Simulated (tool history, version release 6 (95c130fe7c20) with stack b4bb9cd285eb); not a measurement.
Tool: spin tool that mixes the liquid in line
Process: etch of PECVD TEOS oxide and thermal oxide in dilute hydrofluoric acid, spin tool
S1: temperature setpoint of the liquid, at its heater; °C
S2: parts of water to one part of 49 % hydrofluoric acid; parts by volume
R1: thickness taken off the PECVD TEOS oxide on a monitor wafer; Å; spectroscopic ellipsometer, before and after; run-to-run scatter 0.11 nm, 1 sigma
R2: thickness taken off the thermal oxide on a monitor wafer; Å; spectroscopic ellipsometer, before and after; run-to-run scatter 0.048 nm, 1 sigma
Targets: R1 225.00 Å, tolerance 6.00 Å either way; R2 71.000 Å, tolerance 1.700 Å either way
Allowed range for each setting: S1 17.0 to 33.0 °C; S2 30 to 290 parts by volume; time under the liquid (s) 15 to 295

Run 1, hour 0.0: S1 25.0 °C, S2 160 parts by volume, time under the liquid (s) 150. Result: R1 129.20 Å, R2 40.387 Å.
Run 2, hour 3.9: S1 25.0 °C, S2 160 parts by volume, time under the liquid (s) 180. Result: R1 154.61 Å, R2 49.762 Å.
Run 3, hour 7.4: S1 25.0 °C, S2 135 parts by volume, time under the liquid (s) 180. Result: R1 189.41 Å, R2 59.589 Å.
Run 4, hour 13.4: S1 26.5 °C, S2 135 parts by volume, time under the liquid (s) 180. Result: R1 198.53 Å, R2 62.941 Å.
Run 5, hour 16.7: S1 24.5 °C, S2 135 parts by volume, time under the liquid (s) 180. Result: R1 185.74 Å, R2 58.996 Å.
Run 6, hour 22.9: S1 24.5 °C, S2 100 parts by volume, time under the liquid (s) 180. Result: R1 258.19 Å, R2 82.746 Å.
Run 7, hour 26.3: S1 23.0 °C, S2 100 parts by volume, time under the liquid (s) 180. Result: R1 247.76 Å, R2 77.741 Å.
Run 8, hour 32.9: S1 22.5 °C, S2 100 parts by volume, time under the liquid (s) 180. Result: R1 241.99 Å, R2 75.891 Å.
Run 9, hour 34.8: S1 22.0 °C, S2 100 parts by volume, time under the liquid (s) 180. Result: R1 236.59 Å, R2 75.473 Å.
Run 10, hour 41.7: S1 21.5 °C, S2 100 parts by volume, time under the liquid (s) 180. Result: R1 232.74 Å, R2 72.642 Å.
Run 11, hour 50.7: S1 21.0 °C, S2 105 parts by volume, time under the liquid (s) 180. Result: R1 215.27 Å, R2 68.999 Å.

Exercise: of the 5 proposed moves below, exactly one satisfies all targets within the stated allowed misses. Which move is it?
Run A, hour 59.7: S1 17.0 °C, S2 85 parts by volume, time under the liquid (s) 190. Result: R1 ?, R2 ?.
Run B, hour 59.7: S1 17.0 °C, S2 90 parts by volume, time under the liquid (s) 200. Result: R1 ?, R2 ?.
Run C, hour 59.7: S1 21.0 °C, S2 95 parts by volume, time under the liquid (s) 170. Result: R1 ?, R2 ?.
Run D, hour 59.7: S1 24.0 °C, S2 75 parts by volume, time under the liquid (s) 120. Result: R1 ?, R2 ?.
Run E, hour 59.7: S1 21.0 °C, S2 95 parts by volume, time under the liquid (s) 180. Result: R1 ?, R2 ?.

move      R1      R2
   A  243.01  76.677
   B  240.31  75.826
   C  227.33  71.729
   D  235.22  74.220
   E  240.70  75.948
A: takes the result that was furthest off past its target
B: takes the result that was furthest off past its target
C: all results land within tolerance of their targets
D: takes the result that was furthest off past its target
E: takes the result that was furthest off past its target
So the answer is move C, the one that meets all the targets.
